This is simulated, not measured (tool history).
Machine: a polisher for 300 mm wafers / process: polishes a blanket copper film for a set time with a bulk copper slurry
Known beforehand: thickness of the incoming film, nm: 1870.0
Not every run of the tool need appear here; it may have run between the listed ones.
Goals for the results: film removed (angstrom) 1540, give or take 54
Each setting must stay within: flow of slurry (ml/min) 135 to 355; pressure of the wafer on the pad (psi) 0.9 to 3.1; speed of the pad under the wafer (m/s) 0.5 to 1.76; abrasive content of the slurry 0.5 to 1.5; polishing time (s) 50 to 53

| run | hour | flow of slurry (ml/min) | pressure of the wafer on the pad (psi) | speed of the pad under the wafer (m/s) | abrasive content of the slurry | polishing time (s) | film removed (angstrom) |
|---|---|---|---|---|---|---|---|
| 1 | 0 | 225 | 2 | 1.12 | 1 | 50 | 2774.2 |
| 2 | 7.8 | 225 | 1.6 | 1.1 | 1 | 50 | 2208.1 |
| 3 | 9.3 | 225 | 1.4 | 1.1 | 1 | 50 | 1935.6 |
| 4 | 16.2 | 265 | 1.4 | 1.1 | 1 | 50 | 1989.5 |
| 5 | 17.4 | 265 | 1.6 | 1.1 | 1 | 50 | 2254.4 |
| 6 | 24.4 | 265 | 1.6 | 1.1 | 1 | 50 | 2266.9 |
| 7 | 29.9 | 265 | 1.6 | 1.1 | 1 | 50 | 2248.7 |
| 8 | 32 | 255 | 1.4 | 1.1 | 1 | 50 | 1915.7 |
| 9 | 33.8 | 250 | 1.3 | 1.1 | 1 | 50 | 1823.1 |
| 10 | 38.8 | 245 | 0.9 | 1.1 | 1 | 50 | 1299.5 |
| 11 | 47.8 | 255 | 1 | 1.1 | 1 | 50 | 1443.5 |
| 12 | 55.7 | 290 | 1 | 1.1 | 1 | 50 | 1465.8 |

Of the 4 settings listed for the next run, only one would bring every result within its allowed miss of target. Which one?
| A | 63.6 | 350 | 1 | 1.12 | 0.7 | 53 | ? |
| B | 63.6 | 255 | 1 | 1.1 | 0.9 | 50 | ? |
| C | 63.6 | 270 | 1.5 | 0.7 | 1 | 50 | ? |
| D | 63.6 | 190 | 1.3 | 0.82 | 1.45 | 53 | ? |

| move | film removed (angstrom) |
|---|---|
| A | 1428.3 |
| B | 1381.2 |
| C | 1362.2 |
| D | 1544.6 |
A: lands further from the targets than the last run did
B: lands further from the targets than the last run did
C: lands further from the targets than the last run did
D: all results land within tolerance of their targets
Go with D: it meets all targets.
